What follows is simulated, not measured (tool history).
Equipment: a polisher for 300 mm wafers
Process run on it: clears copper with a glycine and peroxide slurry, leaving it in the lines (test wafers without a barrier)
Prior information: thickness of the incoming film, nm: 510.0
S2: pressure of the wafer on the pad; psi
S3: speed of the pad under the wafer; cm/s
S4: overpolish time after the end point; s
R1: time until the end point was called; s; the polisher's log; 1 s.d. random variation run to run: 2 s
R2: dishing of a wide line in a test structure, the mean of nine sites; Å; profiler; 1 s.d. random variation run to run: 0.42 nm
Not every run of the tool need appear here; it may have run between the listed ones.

{"run": 1, "hour": 0.0, "flow of slurry (ml/min)": 250, "S2": 3.1, "S3": 122, "S4": 10, "R1": 95.096, "R2": 405.27}
{"run": 2, "hour": 5.4, "flow of slurry (ml/min)": 250, "S2": 3.6, "S3": 122, "S4": 10, "R1": 83.336, "R2": 440.19}
{"run": 3, "hour": 12.1, "flow of slurry (ml/min)": 250, "S2": 3.4, "S3": 120, "S4": 9, "R1": 92.816, "R2": 388.18}
{"run": 4, "hour": 16.1, "flow of slurry (ml/min)": 250, "S2": 3.3, "S3": 120, "S4": 8, "R1": 94.983, "R2": 342.93}
{"run": 5, "hour": 22.8, "flow of slurry (ml/min)": 250, "S2": 3.3, "S3": 120, "S4": 10, "R1": 93.702, "R2": 414.5}
{"run": 6, "hour": 27.5, "flow of slurry (ml/min)": 250, "S2": 3.2, "S3": 120, "S4": 9, "R1": 96.343, "R2": 363.69}
{"run": 7, "hour": 35.9, "flow of slurry (ml/min)": 250, "S2": 3.1, "S3": 120, "S4": 8, "R1": 102.56, "R2": 328.37}
{"run": 8, "hour": 42.0, "flow of slurry (ml/min)": 250, "S2": 3.1, "S3": 120, "S4": 7, "R1": 99.214, "R2": 297.43}
{"run": 9, "hour": 46.5, "flow of slurry (ml/min)": 250, "S2": 3, "S3": 120, "S4": 7, "R1": 105.14, "R2": 291.25}

Predict the results of run 10:
{"run": 10, "hour": 54.6, "flow of slurry (ml/min)": 250, "S2": 2.9, "S3": 120, "S4": 6, "R1": "?", "R2": "?"}

Run 10 gave R1 106.34 s, R2 244.49 Å.
